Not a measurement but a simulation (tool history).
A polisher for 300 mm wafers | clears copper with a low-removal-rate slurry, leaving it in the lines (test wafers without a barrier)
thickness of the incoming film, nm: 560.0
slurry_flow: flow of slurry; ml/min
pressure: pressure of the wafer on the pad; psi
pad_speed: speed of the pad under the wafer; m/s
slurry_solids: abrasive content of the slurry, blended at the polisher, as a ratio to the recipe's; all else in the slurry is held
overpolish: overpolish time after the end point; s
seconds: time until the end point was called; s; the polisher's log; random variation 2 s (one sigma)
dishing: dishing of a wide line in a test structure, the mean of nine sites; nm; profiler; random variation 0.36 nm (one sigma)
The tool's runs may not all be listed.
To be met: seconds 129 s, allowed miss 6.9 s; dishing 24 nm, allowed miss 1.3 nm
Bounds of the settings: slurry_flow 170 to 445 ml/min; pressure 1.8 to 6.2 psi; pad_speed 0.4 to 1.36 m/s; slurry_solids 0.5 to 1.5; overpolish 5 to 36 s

| run | hour | slurry_flow | pressure | pad_speed | slurry_solids | overpolish | seconds | dishing |
|---|---|---|---|---|---|---|---|---|
| 1 | 0 | 285 | 4 | 0.88 | 1 | 18 | 156.59 | 30.098 |
| 2 | 7.9 | 285 | 4 | 1.02 | 1 | 18 | 135.58 | 30.997 |
| 3 | 10.9 | 285 | 4.8 | 1.02 | 1 | 18 | 115.43 | 33.953 |
| 4 | 15.2 | 225 | 4.8 | 1.02 | 1 | 18 | 116.44 | 34.088 |
| 5 | 21.5 | 225 | 4.6 | 1.02 | 1 | 15 | 124.47 | 30.246 |
| 6 | 24.1 | 225 | 5.4 | 1.02 | 1 | 15 | 101.84 | 33.571 |
| 7 | 31.6 | 225 | 5.1 | 1.02 | 1 | 13 | 112.41 | 30.016 |
| 8 | 34.4 | 225 | 4.6 | 1.02 | 1 | 6 | 121.4 | 17.45 |

5 next moves are on the table. One of them brings every result within its allowed miss. Which?
| A | 37.2 | 170 | 4.8 | 0.96 | 0.9 | 8 | ? | ? |
| B | 37.2 | 260 | 4.4 | 1.08 | 1.1 | 9 | ? | ? |
| C | 37.2 | 170 | 5.1 | 0.92 | 0.85 | 10 | ? | ? |
| D | 37.2 | 175 | 5.5 | 0.86 | 1.15 | 7 | ? | ? |
| E | 37.2 | 245 | 5 | 1.06 | 0.95 | 7 | ? | ? |

| move | seconds | dishing |
|---|---|---|
| A | 128.57 | 20.78 |
| B | 116.88 | 23.739 |
| C | 127.11 | 24.163 |
| D | 115.67 | 20.462 |
| E | 109.01 | 21.243 |
A: nearer than the last run, and not there yet
B: brings the result that was furthest off to its target, and leaves another outside
C: meets every target
D: nearer than the last run, and not there yet
E: nearer than the last run, and not there yet
Answer: C
